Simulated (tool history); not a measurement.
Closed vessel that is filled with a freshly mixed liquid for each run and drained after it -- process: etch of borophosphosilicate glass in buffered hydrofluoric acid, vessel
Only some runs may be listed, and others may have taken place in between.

run	hour	temperature setpoint of the liquid (K)	parts of 40 % ammonium fluoride to one part of 49 % hydrofluoric acid (parts by volume)	time in the liquid (s)	thickness taken off the borophosphosilicate glass on a monitor wafer (Å)
1	0.0	293.15	16.5	30	177.87
2	6.1	296.15	16.5	30	210.09
3	8.6	296.65	16.5	30	215.52
4	15.2	296.65	16.5	30	214.71
5	19.3	296.65	20.5	30	179.53
6	25.0	296.65	17.0	30	208.13
7	29.8	297.15	16.5	30	219.35

For run 8, what comes out?
8	32.9	297.65	16.0	30	?

Run 8 came out at thickness taken off the borophosphosilicate glass on a monitor wafer (Å) 233.65.
